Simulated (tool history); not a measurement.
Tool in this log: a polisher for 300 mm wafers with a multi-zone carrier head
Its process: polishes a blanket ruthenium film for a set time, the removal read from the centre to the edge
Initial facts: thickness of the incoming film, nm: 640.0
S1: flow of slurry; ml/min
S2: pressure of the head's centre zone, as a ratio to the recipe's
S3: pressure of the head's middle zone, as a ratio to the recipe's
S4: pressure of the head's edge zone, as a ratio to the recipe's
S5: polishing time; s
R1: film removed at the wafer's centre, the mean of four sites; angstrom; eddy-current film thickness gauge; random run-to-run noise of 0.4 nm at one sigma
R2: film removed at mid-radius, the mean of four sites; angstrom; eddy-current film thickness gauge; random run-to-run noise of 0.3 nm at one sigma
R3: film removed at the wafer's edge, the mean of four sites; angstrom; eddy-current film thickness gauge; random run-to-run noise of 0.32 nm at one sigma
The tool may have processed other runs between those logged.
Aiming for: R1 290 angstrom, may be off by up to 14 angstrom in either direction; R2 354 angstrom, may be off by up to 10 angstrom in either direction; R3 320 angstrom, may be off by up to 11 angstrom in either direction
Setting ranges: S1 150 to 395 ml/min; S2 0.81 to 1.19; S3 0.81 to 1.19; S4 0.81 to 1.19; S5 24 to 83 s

Run 1, hour 0: S1 250 ml/min, S2 1, S3 1, S4 1, S5 53 s. Result: R1 496.61 angstrom, R2 494.27 angstrom, R3 500.87 angstrom.
Run 2, hour 8.9: S1 245 ml/min, S2 0.97, S3 1.01, S4 0.98, S5 50 s. Result: R1 455.45 angstrom, R2 471.96 angstrom, R3 472.06 angstrom.
Run 3, hour 9.5: S1 245 ml/min, S2 0.97, S3 1.01, S4 1.07, S5 50 s. Result: R1 447.7 angstrom, R2 457.84 angstrom, R3 481.7 angstrom.
Run 4, hour 11.7: S1 245 ml/min, S2 0.95, S3 1.02, S4 1.04, S5 47 s. Result: R1 418.43 angstrom, R2 439.26 angstrom, R3 452.61 angstrom.
Run 5, hour 16: S1 245 ml/min, S2 0.95, S3 1.07, S4 1.04, S5 47 s. Result: R1 423.44 angstrom, R2 455.83 angstrom, R3 449.75 angstrom.
Run 6, hour 21.9: S1 245 ml/min, S2 0.95, S3 1.07, S4 1.04, S5 52 s. Result: R1 462.06 angstrom, R2 498.11 angstrom, R3 503.46 angstrom.
Run 7, hour 23.8: S1 245 ml/min, S2 0.95, S3 1.07, S4 1.04, S5 52 s. Result: R1 457.29 angstrom, R2 504.13 angstrom, R3 492.16 angstrom.
Run 8, hour 27.5: S1 245 ml/min, S2 0.95, S3 1.07, S4 1.04, S5 52 s. Result: R1 469.89 angstrom, R2 497.78 angstrom, R3 506.92 angstrom.
Run 9, hour 28.4: S1 245 ml/min, S2 0.95, S3 1.07, S4 1.04, S5 52 s. Result: R1 473.16 angstrom, R2 497.22 angstrom, R3 499.13 angstrom.
Run 10, hour 30: S1 245 ml/min, S2 0.94, S3 1.07, S4 1.02, S5 48 s. Result: R1 411.19 angstrom, R2 464.99 angstrom, R3 456.98 angstrom.
Run 11, hour 33: S1 250 ml/min, S2 1, S3 1.03, S4 0.92, S5 33 s. Result: R1 311.58 angstrom, R2 306.37 angstrom, R3 304.58 angstrom.
Run 12, hour 40.7: S1 250 ml/min, S2 1, S3 1.03, S4 0.92, S5 33 s. Result: R1 317.95 angstrom, R2 310.78 angstrom, R3 303.18 angstrom.

Which one of the following 4 next-run settings gets every result inside its allowed miss? There is exactly one.
Run A, hour 48.4: S1 265 ml/min, S2 0.87, S3 1.07, S4 0.89, S5 39 s. Result: R1 ?, R2 ?, R3 ?.
Run B, hour 48.4: S1 240 ml/min, S2 0.88, S3 1.01, S4 0.98, S5 38 s. Result: R1 ?, R2 ?, R3 ?.
Run C, hour 48.4: S1 225 ml/min, S2 0.88, S3 1.15, S4 0.92, S5 35 s. Result: R1 ?, R2 ?, R3 ?.
Run D, hour 48.4: S1 280 ml/min, S2 0.87, S3 1.17, S4 0.84, S5 33 s. Result: R1 ?, R2 ?, R3 ?.

move      R1      R2      R3
   A  319.91  377.19  349.43
   B  311.34  350.07  351.66
   C  284.48  348.35  313.11
   D  272.57  340.63  289.88
A: takes the biggest miss from the last run beyond its target
B: gets the furthest-off result to its target, but another result is out of tolerance
C: all results land within tolerance of their targets
D: moves toward the targets from the last run without getting all of them in spec
Move C is the one to make.

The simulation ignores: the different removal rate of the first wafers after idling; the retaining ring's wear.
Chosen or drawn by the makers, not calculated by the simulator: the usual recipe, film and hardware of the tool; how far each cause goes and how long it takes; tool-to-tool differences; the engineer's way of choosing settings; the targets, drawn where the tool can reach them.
